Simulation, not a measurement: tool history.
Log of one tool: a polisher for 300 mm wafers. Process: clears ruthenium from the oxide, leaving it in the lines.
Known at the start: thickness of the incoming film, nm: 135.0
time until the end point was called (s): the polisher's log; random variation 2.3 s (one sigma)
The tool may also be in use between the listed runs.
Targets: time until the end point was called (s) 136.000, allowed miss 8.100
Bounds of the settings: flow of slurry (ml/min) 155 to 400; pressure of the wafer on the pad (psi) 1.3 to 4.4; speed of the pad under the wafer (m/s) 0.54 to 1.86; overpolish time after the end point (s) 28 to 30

run,hour,flow of slurry (ml/min),pressure of the wafer on the pad (psi),speed of the pad under the wafer (m/s),overpolish time after the end point (s),time until the end point was called (s)
1,0.0,255,2.8,1.18,28,81.641
2,8.2,255,2.8,1.08,28,86.990
3,15.5,255,3.4,1.08,28,73.134
4,16.2,255,3.0,1.06,28,79.837
5,22.0,310,3.0,1.06,28,78.664
6,26.0,310,3.7,1.06,28,63.813
7,34.0,310,3.7,1.06,28,65.158
8,34.7,310,3.2,1.02,28,80.365
9,37.7,310,2.9,1.00,28,87.952
10,42.5,310,2.6,0.98,28,98.087
11,43.5,310,2.4,0.96,28,110.530

4 next moves are on the table. One of them brings every result within its allowed miss. Which?
A,44.5,250,1.6,1.02,28,?
B,44.5,285,2.1,0.86,28,?
C,44.5,335,2.8,0.76,28,?
D,44.5,340,2.6,1.02,28,?

move,time until the end point was called (s)
A,150.360
B,137.460
C,117.400
D,94.707
A: takes the result that was furthest off past its target
B: meets every target
C: nearer than the last run, and not there yet
D: further off than the last run
The right move is B.

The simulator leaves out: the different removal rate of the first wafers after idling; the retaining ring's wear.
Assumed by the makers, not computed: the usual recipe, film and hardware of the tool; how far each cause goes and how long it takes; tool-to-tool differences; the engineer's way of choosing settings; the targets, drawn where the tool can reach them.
